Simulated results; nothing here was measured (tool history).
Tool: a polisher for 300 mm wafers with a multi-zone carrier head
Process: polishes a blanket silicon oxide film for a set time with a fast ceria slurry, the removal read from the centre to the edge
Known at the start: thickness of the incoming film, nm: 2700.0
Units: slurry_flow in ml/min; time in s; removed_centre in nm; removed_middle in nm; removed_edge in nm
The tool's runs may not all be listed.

run 1 hour=0 | slurry_flow=245 centre_zone=1 middle_zone=1 edge_zone=1 time=61 | removed_centre=967.72 removed_middle=973.09 removed_edge=954.27
run 2 hour=1.7 | slurry_flow=240 centre_zone=0.97 middle_zone=1 edge_zone=0.99 time=59 | removed_centre=910.43 removed_middle=927.61 removed_edge=929.37
run 3 hour=8.5 | slurry_flow=240 centre_zone=0.95 middle_zone=1.01 edge_zone=0.98 time=56 | removed_centre=861.1 removed_middle=873.13 removed_edge=877.27
run 4 hour=12.9 | slurry_flow=240 centre_zone=1 middle_zone=1.01 edge_zone=0.98 time=56 | removed_centre=888.8 removed_middle=867.59 removed_edge=873.38
run 5 hour=16.6 | slurry_flow=240 centre_zone=1 middle_zone=0.93 edge_zone=0.98 time=56 | removed_centre=882.61 removed_middle=829.63 removed_edge=884.74
run 6 hour=18 | slurry_flow=235 centre_zone=0.97 middle_zone=0.96 edge_zone=0.98 time=54 | removed_centre=850.84 removed_middle=813.83 removed_edge=831.93
run 7 hour=18.9 | slurry_flow=250 centre_zone=0.94 middle_zone=0.98 edge_zone=1.02 time=51 | removed_centre=778.76 removed_middle=788.95 removed_edge=814.57
run 8 hour=22.2 | slurry_flow=250 centre_zone=0.92 middle_zone=1 edge_zone=1.02 time=50 | removed_centre=742.36 removed_middle=789.96 removed_edge=808.76
run 9 hour=23.1 | slurry_flow=250 centre_zone=0.9 middle_zone=1.02 edge_zone=1.01 time=49 | removed_centre=739.98 removed_middle=770.66 removed_edge=782.35
run 10 hour=24.8 | slurry_flow=245 centre_zone=0.88 middle_zone=1.04 edge_zone=1.02 time=48 | removed_centre=697.4 removed_middle=783.94 removed_edge=754.4
run 11 hour=25.6 | slurry_flow=240 centre_zone=0.87 middle_zone=1.04 edge_zone=1.02 time=48 | removed_centre=703.53 removed_middle=782.73 removed_edge=758.47

Run 12 comes next. What will it give?
run 12 hour=32.7 | slurry_flow=240 centre_zone=0.86 middle_zone=1.04 edge_zone=1.03 time=47 | removed_centre=? removed_middle=? removed_edge=?

{"run 12": {"removed_centre": 671.34, "removed_middle": 764.12, "removed_edge": 746.02}}
